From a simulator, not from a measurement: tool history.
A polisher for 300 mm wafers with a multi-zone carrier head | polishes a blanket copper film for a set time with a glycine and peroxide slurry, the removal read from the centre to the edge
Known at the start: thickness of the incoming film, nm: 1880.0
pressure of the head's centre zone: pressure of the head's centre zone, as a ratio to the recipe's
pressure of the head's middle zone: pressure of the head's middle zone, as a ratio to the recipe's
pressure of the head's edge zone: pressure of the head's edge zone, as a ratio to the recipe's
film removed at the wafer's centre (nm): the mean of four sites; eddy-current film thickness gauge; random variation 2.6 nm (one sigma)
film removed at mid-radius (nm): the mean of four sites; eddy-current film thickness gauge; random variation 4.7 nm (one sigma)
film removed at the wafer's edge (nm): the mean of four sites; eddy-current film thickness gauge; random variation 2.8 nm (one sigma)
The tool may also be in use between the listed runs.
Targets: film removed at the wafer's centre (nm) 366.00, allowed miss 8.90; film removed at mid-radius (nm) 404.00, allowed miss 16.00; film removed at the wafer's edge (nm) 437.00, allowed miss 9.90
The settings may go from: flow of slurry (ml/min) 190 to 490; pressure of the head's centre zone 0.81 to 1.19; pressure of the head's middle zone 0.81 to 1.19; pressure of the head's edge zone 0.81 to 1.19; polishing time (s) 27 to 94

| run | hour | flow of slurry (ml/min) | pressure of the head's centre zone | pressure of the head's middle zone | pressure of the head's edge zone | polishing time (s) | film removed at the wafer's centre (nm) | film removed at mid-radius (nm) | film removed at the wafer's edge (nm) |
|---|---|---|---|---|---|---|---|---|---|
| 1 | 0.0 | 315 | 1.00 | 1.00 | 1.00 | 60 | 409.96 | 403.11 | 418.55 |
| 2 | 3.6 | 300 | 0.97 | 1.00 | 1.03 | 60 | 399.28 | 401.91 | 420.94 |
| 3 | 6.3 | 300 | 1.02 | 1.00 | 1.03 | 60 | 425.88 | 406.39 | 420.28 |
| 4 | 12.9 | 300 | 0.98 | 1.00 | 1.05 | 60 | 407.43 | 397.48 | 419.82 |
| 5 | 14.5 | 300 | 0.98 | 1.00 | 1.05 | 46 | 311.91 | 313.71 | 322.59 |
| 6 | 16.5 | 300 | 0.98 | 1.07 | 1.05 | 46 | 308.22 | 325.86 | 322.23 |
| 7 | 18.7 | 320 | 0.95 | 1.07 | 1.09 | 50 | 331.96 | 360.72 | 362.98 |
| 8 | 22.5 | 360 | 0.93 | 1.06 | 1.12 | 51 | 329.23 | 366.29 | 378.67 |
| 9 | 31.5 | 380 | 0.93 | 1.06 | 1.14 | 52 | 340.63 | 369.47 | 388.58 |
| 10 | 32.5 | 385 | 0.92 | 1.06 | 1.16 | 53 | 344.81 | 381.80 | 398.18 |
| 11 | 40.6 | 395 | 0.91 | 1.05 | 1.17 | 54 | 349.44 | 387.14 | 414.04 |
| 12 | 48.0 | 405 | 0.91 | 1.05 | 1.18 | 55 | 352.40 | 400.02 | 425.79 |

4 next moves are on the table. One of them brings every result within its allowed miss. Which?
| A | 55.4 | 460 | 0.91 | 0.98 | 1.19 | 54 | ? | ? | ? |
| B | 55.4 | 325 | 0.96 | 1.10 | 1.18 | 55 | ? | ? | ? |
| C | 55.4 | 390 | 0.93 | 1.03 | 1.16 | 58 | ? | ? | ? |
| D | 55.4 | 400 | 0.89 | 1.02 | 1.14 | 58 | ? | ? | ? |

| move | film removed at the wafer's centre (nm) | film removed at mid-radius (nm) | film removed at the wafer's edge (nm) |
|---|---|---|---|
| A | 350.39 | 377.59 | 417.21 |
| B | 365.51 | 412.09 | 413.32 |
| C | 379.80 | 417.80 | 437.80 |
| D | 364.10 | 415.30 | 434.61 |
A: further off than the last run
B: brings the result that was furthest off to its target, and leaves another outside
C: takes the result that was furthest off past its target
D: meets every target
Answer: D
